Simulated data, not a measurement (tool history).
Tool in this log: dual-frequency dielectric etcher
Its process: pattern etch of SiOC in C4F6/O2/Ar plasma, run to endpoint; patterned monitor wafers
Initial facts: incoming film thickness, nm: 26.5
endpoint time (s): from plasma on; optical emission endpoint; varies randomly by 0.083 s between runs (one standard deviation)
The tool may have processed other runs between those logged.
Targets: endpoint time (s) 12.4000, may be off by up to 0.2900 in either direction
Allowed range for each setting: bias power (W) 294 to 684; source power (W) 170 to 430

run	day	bias power (W)	source power (W)	endpoint time (s)
1	0.000	489	300	9.9302
2	0.058	561	300	9.5030
3	0.304	615	300	9.3055
4	0.450	615	250	10.5110
5	0.750	565	240	11.0060
6	0.808	606	240	10.9410
7	1.025	569	230	11.3390
8	1.146	471	210	12.7170
9	1.312	479	210	12.8070
10	1.396	489	210	12.7060

Next run, 5 choices. One meets every target within its allowed miss, the rest don't. Which?
A	1.479	449	210	?
B	1.479	335	230	?
C	1.479	393	240	?
D	1.479	515	230	?
E	1.479	437	210	?

move	endpoint time (s)
A	12.9870
B	13.1370
C	12.2200
D	11.6530
E	13.0890
A: further off than the last run
B: further off than the last run
C: all results in spec
D: the result that was furthest off in the last run now lies on the other side of its target
E: further off than the last run
Move C is the one to make.

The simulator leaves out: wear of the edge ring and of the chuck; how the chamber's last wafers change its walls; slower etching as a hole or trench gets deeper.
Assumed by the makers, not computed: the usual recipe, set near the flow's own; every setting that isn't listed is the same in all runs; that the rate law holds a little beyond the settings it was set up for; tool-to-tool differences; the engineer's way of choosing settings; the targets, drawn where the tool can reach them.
